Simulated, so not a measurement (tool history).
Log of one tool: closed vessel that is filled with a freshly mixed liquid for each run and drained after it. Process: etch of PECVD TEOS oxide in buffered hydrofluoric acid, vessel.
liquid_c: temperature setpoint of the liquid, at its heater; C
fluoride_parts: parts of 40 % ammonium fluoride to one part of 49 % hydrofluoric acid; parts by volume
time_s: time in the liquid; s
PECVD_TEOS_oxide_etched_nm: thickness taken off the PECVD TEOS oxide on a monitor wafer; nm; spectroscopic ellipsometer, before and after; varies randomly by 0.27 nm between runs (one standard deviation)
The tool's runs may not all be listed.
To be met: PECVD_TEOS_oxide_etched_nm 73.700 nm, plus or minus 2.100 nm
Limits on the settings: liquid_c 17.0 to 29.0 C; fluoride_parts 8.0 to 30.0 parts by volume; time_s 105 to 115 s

run	hour	liquid_c	fluoride_parts	time_s	PECVD_TEOS_oxide_etched_nm
1	0.0	21.0	21.5	105	86.352
2	4.0	23.5	21.5	105	98.770
3	12.7	22.0	21.5	105	90.870
4	15.2	22.0	21.5	115	99.784
5	20.6	20.5	22.0	115	90.515
6	27.0	20.5	22.0	115	90.641
7	28.3	19.5	22.0	115	85.297
# hour 32.8: thermometer replaced
8	32.8	19.0	22.0	115	90.832
9	37.4	19.0	22.0	115	90.804
10	42.7	18.5	23.0	115	85.480
11	44.0	18.0	24.0	115	80.083

5 candidate next runs follow, results not yet known. Just one meets every target within its allowed miss. Identify it.
A	45.3	18.0	23.0	110	?
B	45.3	18.5	27.5	105	?
C	45.3	17.0	24.0	110	?
D	45.3	19.5	25.5	105	?
E	45.3	17.5	22.5	110	?

move	PECVD_TEOS_oxide_etched_nm
A	79.226
B	68.755
C	72.654
D	76.666
E	78.178
A: nearer than the last run, and not there yet
B: takes the result that was furthest off past its target
C: in spec on every target
D: nearer than the last run, and not there yet
E: nearer than the last run, and not there yet
The move that meets every target is C.
